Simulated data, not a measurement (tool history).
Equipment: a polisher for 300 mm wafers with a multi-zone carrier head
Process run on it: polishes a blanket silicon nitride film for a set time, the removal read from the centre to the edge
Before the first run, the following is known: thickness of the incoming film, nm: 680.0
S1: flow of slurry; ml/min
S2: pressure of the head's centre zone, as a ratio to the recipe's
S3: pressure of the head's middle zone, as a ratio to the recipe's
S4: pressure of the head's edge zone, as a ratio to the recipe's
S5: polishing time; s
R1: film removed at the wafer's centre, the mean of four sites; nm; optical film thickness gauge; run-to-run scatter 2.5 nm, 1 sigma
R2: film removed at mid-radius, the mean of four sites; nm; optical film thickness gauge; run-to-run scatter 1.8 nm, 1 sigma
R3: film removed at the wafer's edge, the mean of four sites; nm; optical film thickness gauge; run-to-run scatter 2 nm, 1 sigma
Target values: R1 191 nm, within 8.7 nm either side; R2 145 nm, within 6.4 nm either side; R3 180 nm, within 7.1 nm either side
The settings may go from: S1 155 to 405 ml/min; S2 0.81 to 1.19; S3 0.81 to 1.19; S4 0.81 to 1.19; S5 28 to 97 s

{"run": 1, "day": 0.0, "S1": 260, "S2": 1, "S3": 1, "S4": 1, "S5": 62, "R1": 130.06, "R2": 128.46, "R3": 131.65}
{"run": 2, "day": 0.346, "S1": 260, "S2": 0.94, "S3": 1, "S4": 1, "S5": 62, "R1": 118.74, "R2": 130.19, "R3": 134.18}
{"run": 3, "day": 0.579, "S1": 260, "S2": 0.94, "S3": 1, "S4": 1, "S5": 70, "R1": 135.22, "R2": 144.88, "R3": 149.72}
{"run": 4, "day": 0.717, "S1": 265, "S2": 0.99, "S3": 0.96, "S4": 1.04, "S5": 73, "R1": 149.06, "R2": 147.6, "R3": 157.03}
{"run": 5, "day": 1.054, "S1": 265, "S2": 0.93, "S3": 0.96, "S4": 1.04, "S5": 73, "R1": 139.54, "R2": 142.12, "R3": 158.89}
{"run": 6, "day": 1.238, "S1": 235, "S2": 0.93, "S3": 0.96, "S4": 1.04, "S5": 73, "R1": 135.17, "R2": 146.17, "R3": 159.84}
{"run": 7, "day": 1.454, "S1": 265, "S2": 0.97, "S3": 0.92, "S4": 1.06, "S5": 76, "R1": 154.3, "R2": 144.85, "R3": 169.08}
{"run": 8, "day": 1.5, "S1": 300, "S2": 1.07, "S3": 0.9, "S4": 1.12, "S5": 79, "R1": 180.22, "R2": 148.21, "R3": 176.79}

Next run, 5 choices. One meets every target within its allowed miss, the rest don't. Which?
{"run": "A", "day": 1.546, "S1": 335, "S2": 1.11, "S3": 0.85, "S4": 1.1, "S5": 80, "R1": "?", "R2": "?", "R3": "?"}
{"run": "B", "day": 1.546, "S1": 390, "S2": 1, "S3": 0.85, "S4": 1.19, "S5": 77, "R1": "?", "R2": "?", "R3": "?"}
{"run": "C", "day": 1.546, "S1": 310, "S2": 1, "S3": 0.94, "S4": 1.15, "S5": 77, "R1": "?", "R2": "?", "R3": "?"}
{"run": "D", "day": 1.546, "S1": 295, "S2": 1.06, "S3": 0.91, "S4": 1.05, "S5": 76, "R1": "?", "R2": "?", "R3": "?"}
{"run": "E", "day": 1.546, "S1": 300, "S2": 1.01, "S3": 0.86, "S4": 1.11, "S5": 81, "R1": "?", "R2": "?", "R3": "?"}

move=A R1=188.59 R2=144.38 R3=185.28
move=B R1=165.45 R2=140.6 R3=186.24
move=C R1=162.39 R2=150.2 R3=180.76
move=D R1=169.16 R2=143.67 R3=171.06
move=E R1=171.93 R2=146.36 R3=187.03
A: every result lands within tolerance
B: moves away from the targets compared with the last run
C: moves away from the targets compared with the last run
D: moves away from the targets compared with the last run
E: moves away from the targets compared with the last run
Correct choice: A, which meets every target

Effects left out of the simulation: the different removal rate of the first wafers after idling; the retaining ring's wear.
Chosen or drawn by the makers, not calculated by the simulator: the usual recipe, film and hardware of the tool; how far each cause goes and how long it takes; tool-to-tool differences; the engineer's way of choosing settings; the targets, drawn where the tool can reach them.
